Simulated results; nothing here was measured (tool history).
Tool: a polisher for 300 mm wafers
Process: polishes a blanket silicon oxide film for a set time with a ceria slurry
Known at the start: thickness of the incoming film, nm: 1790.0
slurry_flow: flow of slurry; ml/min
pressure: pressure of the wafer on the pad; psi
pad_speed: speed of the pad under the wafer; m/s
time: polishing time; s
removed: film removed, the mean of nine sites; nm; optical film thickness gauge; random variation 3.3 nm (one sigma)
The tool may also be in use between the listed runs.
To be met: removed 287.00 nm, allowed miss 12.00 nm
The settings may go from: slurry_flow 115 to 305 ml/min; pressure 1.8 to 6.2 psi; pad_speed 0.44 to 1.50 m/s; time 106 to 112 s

{"run": 1, "hour": 0.0, "slurry_flow": 195, "pressure": 4.0, "pad_speed": 0.96, "time": 106, "removed": 490.07}
{"run": 2, "hour": 1.9, "slurry_flow": 195, "pressure": 4.7, "pad_speed": 0.96, "time": 106, "removed": 563.72}
{"run": 3, "hour": 4.1, "slurry_flow": 195, "pressure": 4.7, "pad_speed": 0.96, "time": 112, "removed": 599.01}
{"run": 4, "hour": 9.8, "slurry_flow": 195, "pressure": 4.3, "pad_speed": 0.94, "time": 112, "removed": 543.91}
{"run": 5, "hour": 12.9, "slurry_flow": 195, "pressure": 4.3, "pad_speed": 0.94, "time": 106, "removed": 510.76}
{"run": 6, "hour": 18.0, "slurry_flow": 195, "pressure": 4.3, "pad_speed": 0.94, "time": 112, "removed": 543.81}
{"run": 7, "hour": 23.5, "slurry_flow": 195, "pressure": 4.0, "pad_speed": 0.92, "time": 112, "removed": 488.63}
{"run": 8, "hour": 30.9, "slurry_flow": 195, "pressure": 3.7, "pad_speed": 0.92, "time": 112, "removed": 463.05}
{"run": 9, "hour": 32.4, "slurry_flow": 195, "pressure": 3.5, "pad_speed": 0.92, "time": 112, "removed": 434.97}
{"run": 10, "hour": 37.8, "slurry_flow": 195, "pressure": 3.3, "pad_speed": 0.92, "time": 112, "removed": 408.1}

5 next moves are on the table. One of them brings every result within its allowed miss. Which?
{"run": "A", "hour": 43.2, "slurry_flow": 185, "pressure": 3.6, "pad_speed": 1.08, "time": 112, "removed": "?"}
{"run": "B", "hour": 43.2, "slurry_flow": 115, "pressure": 2.1, "pad_speed": 1.04, "time": 106, "removed": "?"}
{"run": "C", "hour": 43.2, "slurry_flow": 195, "pressure": 3.1, "pad_speed": 0.78, "time": 106, "removed": "?"}
{"run": "D", "hour": 43.2, "slurry_flow": 210, "pressure": 4.3, "pad_speed": 1.3, "time": 112, "removed": "?"}
{"run": "E", "hour": 43.2, "slurry_flow": 185, "pressure": 2.9, "pad_speed": 0.88, "time": 112, "removed": "?"}

move=A removed=520.57
move=B removed=286.63
move=C removed=318.04
move=D removed=738.59
move=E removed=354.89
A: further off than the last run
B: meets every target
C: nearer than the last run, and not there yet
D: further off than the last run
E: nearer than the last run, and not there yet
Move B is the one to make.

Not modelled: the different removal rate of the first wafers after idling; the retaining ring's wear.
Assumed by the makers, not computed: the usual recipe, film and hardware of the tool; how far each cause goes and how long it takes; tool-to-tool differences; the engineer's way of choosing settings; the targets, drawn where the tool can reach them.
